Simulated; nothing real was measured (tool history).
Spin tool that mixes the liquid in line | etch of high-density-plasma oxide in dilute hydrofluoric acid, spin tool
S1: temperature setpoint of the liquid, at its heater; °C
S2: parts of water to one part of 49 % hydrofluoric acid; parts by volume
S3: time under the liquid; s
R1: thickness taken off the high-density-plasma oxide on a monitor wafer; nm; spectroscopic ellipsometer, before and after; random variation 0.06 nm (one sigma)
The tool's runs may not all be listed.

run    day    S1  S2  S3      R1
  1  0.000  26.0  45  15  3.8089
  2  0.283  28.0  40  15  4.6174
  3  0.579  25.5  40  15  4.1767
  4  0.933  27.5  35  15  5.2597
  5  1.183  29.0  35  15  5.5003
  6  1.300  27.0  35  15  5.1344
  7  1.392  27.0  35  15  5.0990
  8  1.704  29.0  35  15  5.5001
  9  1.725  30.5  35  15  5.8345

The next listed run, before its measurement:
 10  2.033  31.5  35  15   ?

R1: 6.0886 nm

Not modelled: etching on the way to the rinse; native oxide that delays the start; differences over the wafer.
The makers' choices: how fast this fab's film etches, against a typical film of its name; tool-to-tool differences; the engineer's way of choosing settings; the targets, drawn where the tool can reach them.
